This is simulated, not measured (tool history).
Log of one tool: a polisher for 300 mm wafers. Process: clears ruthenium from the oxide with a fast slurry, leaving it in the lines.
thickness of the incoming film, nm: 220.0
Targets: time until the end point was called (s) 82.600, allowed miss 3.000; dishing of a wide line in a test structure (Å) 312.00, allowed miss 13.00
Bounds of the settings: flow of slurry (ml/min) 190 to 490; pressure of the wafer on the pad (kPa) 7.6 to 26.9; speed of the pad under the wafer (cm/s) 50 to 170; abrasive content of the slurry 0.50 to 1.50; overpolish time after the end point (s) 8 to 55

run  hour  flow of slurry (ml/min)  pressure of the wafer on the pad (kPa)  speed of the pad under the wafer (cm/s)  abrasive content of the slurry  overpolish time after the end point (s)  time until the end point was called (s)  dishing of a wide line in a test structure (Å)
  1   0.0                      315                                    17.2                                      110                            1.00                                       28                                   58.779                                          791.08
  2   5.8                      315                                    17.2                                      110                            1.10                                       28                                   57.092                                          792.92
  3  12.4                      315                                    20.0                                      110                            1.10                                       28                                   49.690                                          877.76
  4  15.9                      315                                    17.9                                      104                            1.20                                       23                                   55.669                                          700.10
     18.6  -- head pressure recalibrated
  5  18.6                      315                                    17.9                                      104                            1.30                                       23                                   51.823                                          740.53
  6  24.9                      315                                    17.9                                      104                            1.15                                       23                                   54.359                                          703.67
  7  30.4                      320                                    15.9                                       98                            1.15                                       19                                   63.453                                          512.39
  8  34.6                      325                                    14.5                                       98                            1.15                                       17                                   67.235                                          450.61
  9  42.2                      330                                     9.7                                       98                            1.15                                       10                                   90.984                                          210.47
 10  44.8                      330                                    10.3                                       96                            1.15                                       11                                   89.270                                          234.08
 11  50.3                      330                                    11.0                                       94                            1.15                                       12                                   84.565                                          261.73
 12  58.2                      330                                    11.7                                       92                            1.15                                       18                                   85.172                                          391.74
 13  63.0                      315                                    11.7                                       96                            1.15                                       18                                   80.387                                          398.53
 14  64.6                      340                                    11.7                                       98                            1.15                                       18                                   79.485                                          413.76
 15  69.1                      340                                    11.7                                       98                            1.15                                       18                                   79.882                                          403.60
 16  77.6                      315                                    11.7                                       98                            1.15                                       18                                   80.228                                          401.25
 17  83.7                      320                                    11.7                                      102                            1.10                                       18                                   76.559                                          410.90
 18  90.6                      325                                    11.7                                      102                            1.05                                       17                                   79.301                                          383.39
 19  91.7                      325                                    11.0                                      102                            1.05                                       16                                   81.127                                          349.06

5 next moves are on the table. One of them brings every result within its allowed miss. Which?
  A  92.8                      410                                    12.4                                       90                            1.10                                       14                                        ?                                               ?
  B  92.8                      345                                    13.1                                       72                            1.30                                       16                                        ?                                               ?
  C  92.8                      290                                     9.7                                      106                            1.20                                       13                                        ?                                               ?
  D  92.8                      320                                     9.0                                      120                            1.05                                       12                                        ?                                               ?
  E  92.8                      310                                    12.4                                       82                            1.20                                       14                                        ?                                               ?

move  time until the end point was called (s)  dishing of a wide line in a test structure (Å)
   A                                   81.524                                          311.78
   B                                   92.192                                          314.87
   C                                   82.590                                          287.38
   D                                   80.375                                          273.45
   E                                   88.103                                          289.95
A: meets every target
B: brings the result that was furthest off to its target, and leaves another outside
C: takes the result that was furthest off past its target
D: takes the result that was furthest off past its target
E: takes the result that was furthest off past its target
Move A is the one to make.
